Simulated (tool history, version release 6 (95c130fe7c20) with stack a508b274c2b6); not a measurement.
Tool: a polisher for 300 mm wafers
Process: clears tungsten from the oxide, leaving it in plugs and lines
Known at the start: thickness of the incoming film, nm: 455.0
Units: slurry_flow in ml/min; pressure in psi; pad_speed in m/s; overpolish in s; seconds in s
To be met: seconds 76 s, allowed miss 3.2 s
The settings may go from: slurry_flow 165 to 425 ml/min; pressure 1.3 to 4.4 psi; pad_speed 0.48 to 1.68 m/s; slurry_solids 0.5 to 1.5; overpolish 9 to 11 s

| run | hour | slurry_flow | pressure | pad_speed | slurry_solids | overpolish | seconds |
|---|---|---|---|---|---|---|---|
| 1 | 0 | 275 | 2.8 | 1.08 | 1 | 11 | 100.17 |
| 2 | 8 | 275 | 2.9 | 1.08 | 1 | 11 | 98.182 |
| 3 | 9.8 | 275 | 2.9 | 1.08 | 1 | 9 | 97.861 |
| 4 | 11.6 | 275 | 2.9 | 1.08 | 1 | 11 | 95.254 |
| 5 | 18.8 | 275 | 3 | 1.08 | 1 | 11 | 90.883 |
| 6 | 22.4 | 275 | 3.1 | 1.08 | 1 | 11 | 90.065 |
| 7 | 26.7 | 275 | 3.2 | 1.08 | 1 | 11 | 86.744 |
| 8 | 32 | 275 | 3.3 | 1.08 | 1 | 11 | 85.517 |
| 9 | 39.3 | 275 | 3.4 | 1.08 | 1 | 11 | 82.247 |

Which of these 4 next moves meets every target?
| A | 46.6 | 325 | 3.2 | 0.98 | 0.95 | 11 | ? |
| B | 46.6 | 250 | 3.4 | 1.26 | 0.85 | 11 | ? |
| C | 46.6 | 325 | 3.2 | 1.04 | 1.05 | 11 | ? |
| D | 46.6 | 325 | 3.1 | 0.98 | 1 | 9 | ? |

| move | seconds |
|---|---|
| A | 98.789 |
| B | 77.667 |
| C | 91.251 |
| D | 100.61 |
A: further off than the last run
B: meets every target
C: further off than the last run
D: further off than the last run
Answer: B
